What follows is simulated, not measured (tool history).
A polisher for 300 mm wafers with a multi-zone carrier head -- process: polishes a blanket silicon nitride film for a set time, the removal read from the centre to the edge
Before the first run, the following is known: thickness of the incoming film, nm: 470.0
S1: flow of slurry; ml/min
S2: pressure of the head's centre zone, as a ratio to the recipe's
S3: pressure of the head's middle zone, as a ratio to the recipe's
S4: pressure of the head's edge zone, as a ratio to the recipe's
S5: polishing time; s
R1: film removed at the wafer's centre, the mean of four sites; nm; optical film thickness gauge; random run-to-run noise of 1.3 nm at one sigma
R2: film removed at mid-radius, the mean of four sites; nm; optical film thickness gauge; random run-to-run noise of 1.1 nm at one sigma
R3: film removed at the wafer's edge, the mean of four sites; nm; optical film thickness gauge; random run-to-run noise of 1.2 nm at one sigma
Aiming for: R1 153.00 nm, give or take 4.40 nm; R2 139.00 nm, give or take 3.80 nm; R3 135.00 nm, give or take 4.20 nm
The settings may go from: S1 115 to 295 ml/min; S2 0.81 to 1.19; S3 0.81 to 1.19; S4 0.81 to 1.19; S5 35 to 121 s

run  hour   S1    S2    S3    S4  S5      R1      R2      R3
  1   0.0  190  1.00  1.00  1.00  78  177.19  172.58  177.36
  2   0.5  190  1.00  1.00  1.00  87  196.54  195.01  200.38
  3   2.0  190  1.00  1.00  1.00  78  177.47  174.80  180.89
  4   8.1  185  1.02  0.99  0.95  73  170.64  160.39  164.10
  5  12.9  185  1.02  0.99  0.95  88  205.15  194.23  196.61
  6  18.4  185  1.02  0.99  0.95  74  168.87  163.76  163.51
  7  23.6  185  1.02  0.99  0.95  74  173.07  160.92  165.82
  8  27.0  180  1.02  1.00  0.91  71  162.30  155.81  154.88
  9  32.3  170  1.03  1.00  0.88  69  159.34  151.63  144.11
 10  37.9  160  1.03  0.98  0.87  69  159.03  144.20  145.09
 11  40.4  160  1.03  0.98  0.87  69  156.68  145.18  144.11
 12  42.0  150  1.03  0.98  0.85  69  155.88  144.12  142.45
 13  48.1  145  1.04  0.98  0.84  69  157.29  142.14  140.47

Next run, 4 choices. One meets every target within its allowed miss, the rest don't. Which?
  A  54.2  115  1.07  0.99  0.81  71   ?   ?   ?
  B  54.2  140  1.05  0.96  0.90  70   ?   ?   ?
  C  54.2  180  1.12  1.06  0.81  65   ?   ?   ?
  D  54.2  175  1.04  0.97  0.92  66   ?   ?   ?

move      R1      R2      R3
   A  151.69  138.82  134.26
   B  155.91  140.69  144.08
   C  163.92  149.59  132.31
   D  153.50  140.24  141.91
A: every result within its allowed miss
B: the biggest miss grows against the last run
C: meets the target for the result that was furthest off, but another lies outside its allowed miss
D: the biggest miss grows against the last run
The move that meets every target is A.

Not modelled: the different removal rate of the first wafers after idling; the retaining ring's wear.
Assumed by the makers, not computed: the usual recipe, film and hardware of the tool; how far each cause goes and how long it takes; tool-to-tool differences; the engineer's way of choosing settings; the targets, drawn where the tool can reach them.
